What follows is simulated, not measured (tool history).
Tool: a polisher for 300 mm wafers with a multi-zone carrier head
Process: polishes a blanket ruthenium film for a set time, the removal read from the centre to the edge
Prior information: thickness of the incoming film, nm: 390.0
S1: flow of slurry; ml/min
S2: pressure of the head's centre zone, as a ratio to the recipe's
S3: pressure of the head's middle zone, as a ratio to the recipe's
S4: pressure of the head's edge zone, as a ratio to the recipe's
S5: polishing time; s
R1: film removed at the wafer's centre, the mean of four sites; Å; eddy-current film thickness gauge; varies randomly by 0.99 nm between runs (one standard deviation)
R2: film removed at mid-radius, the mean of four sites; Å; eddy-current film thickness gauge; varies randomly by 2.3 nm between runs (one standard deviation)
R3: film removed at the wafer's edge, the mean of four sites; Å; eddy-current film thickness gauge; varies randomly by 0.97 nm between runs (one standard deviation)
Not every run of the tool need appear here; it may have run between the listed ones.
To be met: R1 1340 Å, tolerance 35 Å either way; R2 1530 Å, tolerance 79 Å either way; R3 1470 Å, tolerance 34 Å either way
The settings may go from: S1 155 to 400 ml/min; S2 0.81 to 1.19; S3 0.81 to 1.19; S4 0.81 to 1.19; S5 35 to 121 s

run	hour	S1	S2	S3	S4	S5	R1	R2	R3
1	0	255	1	1	1	78	1116.4	1136.6	1085.2
2	7.1	260	0.99	1.01	1.03	81	1152.8	1168.4	1158.4
3	10.6	260	0.99	1.07	1.03	81	1163.1	1212.3	1160.4
4	18	260	0.99	1.11	1.03	81	1166.7	1225.6	1154.4
5	20.2	260	0.94	1.11	1.03	81	1095.2	1244.5	1153.2
6	27.4	270	0.94	1.12	1.05	83	1111.5	1302.9	1195
7	28.9	275	0.95	1.12	1.07	85	1165.7	1375.2	1250.5
8	32.4	275	0.96	1.11	1.09	86	1192.3	1377.1	1265.2

Below are 4 possible settings for the next run. Only one of them brings all results inside the allowed miss of their targets. Which is it?
A	35.9	295	0.97	1.19	1.04	73	?	?	?
B	35.9	390	1.07	1.19	1.01	81	?	?	?
C	35.9	255	0.94	1.14	1.04	74	?	?	?
D	35.9	245	0.93	1.07	1.08	101	?	?	?

move	R1	R2	R3
A	1032.4	1190.1	1050.9
B	1297.8	1351.2	1170.5
C	997.12	1153	1054
D	1339.2	1498.6	1462
A: lands further from the targets than the last run did
B: lands further from the targets than the last run did
C: lands further from the targets than the last run did
D: all results land within tolerance of their targets
Correct choice: D, which meets every target
